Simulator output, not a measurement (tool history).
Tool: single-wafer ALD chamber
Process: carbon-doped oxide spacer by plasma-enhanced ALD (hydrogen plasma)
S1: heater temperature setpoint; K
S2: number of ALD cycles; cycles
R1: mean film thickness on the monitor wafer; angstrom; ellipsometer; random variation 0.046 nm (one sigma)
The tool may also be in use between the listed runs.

{"run": 1, "hour": 0.0, "S1": 693.15, "S2": 517, "R1": 215.2}
{"run": 2, "hour": 6.5, "S1": 693.15, "S2": 447, "R1": 186.81}
{"run": 3, "hour": 8.2, "S1": 691.15, "S2": 449, "R1": 188.34}
{"run": 4, "hour": 14.8, "S1": 691.15, "S2": 500, "R1": 210.02}
{"run": 5, "hour": 19.7, "S1": 695.15, "S2": 496, "R1": 205.79}
{"run": 6, "hour": 25.3, "S1": 697.15, "S2": 491, "R1": 202.65}
{"run": 7, "hour": 32.1, "S1": 699.15, "S2": 487, "R1": 199.23}

The next listed run, before its measurement:
{"run": 8, "hour": 39.3, "S1": 700.15, "S2": 485, "R1": "?"}

{"run 8": {"R1": 198.88}}

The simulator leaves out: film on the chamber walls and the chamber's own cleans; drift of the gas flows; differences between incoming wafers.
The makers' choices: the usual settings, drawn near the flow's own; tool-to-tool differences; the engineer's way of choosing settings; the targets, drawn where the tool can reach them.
